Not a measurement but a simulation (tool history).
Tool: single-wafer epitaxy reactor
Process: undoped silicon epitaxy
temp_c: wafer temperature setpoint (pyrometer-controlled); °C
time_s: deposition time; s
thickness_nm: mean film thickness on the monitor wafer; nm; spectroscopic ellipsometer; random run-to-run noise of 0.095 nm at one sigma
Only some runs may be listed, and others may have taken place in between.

| run | day | temp_c | time_s | thickness_nm |
|---|---|---|---|---|
| 1 | 0.000 | 640 | 217 | 29.867 |
| 2 | 0.196 | 640 | 203 | 28.158 |
| 3 | 0.462 | 637 | 203 | 26.607 |
| 4 | 0.638 | 637 | 192 | 24.948 |
| 5 | 0.967 | 642 | 192 | 27.592 |
| 6 | 1.042 | 642 | 163 | 23.758 |

Estimate the outcome of run 7 from the log above:
| 7 | 1.242 | 640 | 163 | ? |

thickness_nm: 22.602 nm
